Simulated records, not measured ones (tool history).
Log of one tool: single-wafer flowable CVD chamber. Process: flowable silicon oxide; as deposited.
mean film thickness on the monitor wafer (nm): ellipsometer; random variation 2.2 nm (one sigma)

run	day	heater temperature setpoint (deg C)	chamber pressure (Torr)	RF power (kW)	deposition time (s)	mean film thickness on the monitor wafer (nm)
1	0	100	0.575	1.76	1241	453.55
2	0.279	99	0.575	1.76	1241	472.04
3	0.4	106	0.575	1.76	1241	360.56
4	0.758	104	0.575	1.76	1241	386.62
5	0.967	103	0.575	1.76	1241	403.24
6	1.075	103	0.538	1.76	1241	380.21

Run 7 comes next. What will it give?
7	1.175	102	0.538	1.76	1241	?

{"run 7": {"mean film thickness on the monitor wafer (nm)": 394.75}}

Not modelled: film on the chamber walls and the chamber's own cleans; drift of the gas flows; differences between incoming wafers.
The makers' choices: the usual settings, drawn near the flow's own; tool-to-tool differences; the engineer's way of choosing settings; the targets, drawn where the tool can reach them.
